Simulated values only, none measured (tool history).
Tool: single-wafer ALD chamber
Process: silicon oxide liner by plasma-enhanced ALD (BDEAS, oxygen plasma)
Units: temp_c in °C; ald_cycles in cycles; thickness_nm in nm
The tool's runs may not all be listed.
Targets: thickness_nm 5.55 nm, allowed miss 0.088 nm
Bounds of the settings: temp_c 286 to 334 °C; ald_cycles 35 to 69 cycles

{"run": 1, "hour": 0.0, "temp_c": 310, "ald_cycles": 52, "thickness_nm": 4.6544}
{"run": 2, "hour": 4.0, "temp_c": 310, "ald_cycles": 46, "thickness_nm": 4.1242}
{"run": 3, "hour": 7.2, "temp_c": 309, "ald_cycles": 50, "thickness_nm": 4.4643}
{"run": 4, "hour": 9.9, "temp_c": 309, "ald_cycles": 53, "thickness_nm": 4.7491}
{"run": 5, "hour": 13.4, "temp_c": 300, "ald_cycles": 53, "thickness_nm": 4.863}
{"run": 6, "hour": 15.5, "temp_c": 300, "ald_cycles": 59, "thickness_nm": 5.3756}
{"run": 7, "hour": 22.8, "temp_c": 299, "ald_cycles": 59, "thickness_nm": 5.4314}
{"run": 8, "hour": 30.4, "temp_c": 298, "ald_cycles": 59, "thickness_nm": 5.4307}

5 next moves are on the table. One of them brings every result within its allowed miss. Which?
{"run": "A", "hour": 38.0, "temp_c": 296, "ald_cycles": 60, "thickness_nm": "?"}
{"run": "B", "hour": 38.0, "temp_c": 290, "ald_cycles": 56, "thickness_nm": "?"}
{"run": "C", "hour": 38.0, "temp_c": 305, "ald_cycles": 59, "thickness_nm": "?"}
{"run": "D", "hour": 38.0, "temp_c": 310, "ald_cycles": 59, "thickness_nm": "?"}
{"run": "E", "hour": 38.0, "temp_c": 295, "ald_cycles": 57, "thickness_nm": "?"}

move=A thickness_nm=5.5801
move=B thickness_nm=5.3267
move=C thickness_nm=5.3213
move=D thickness_nm=5.2815
move=E thickness_nm=5.3212
A: meets every target
B: further off than the last run
C: further off than the last run
D: further off than the last run
E: further off than the last run
The right move is A.
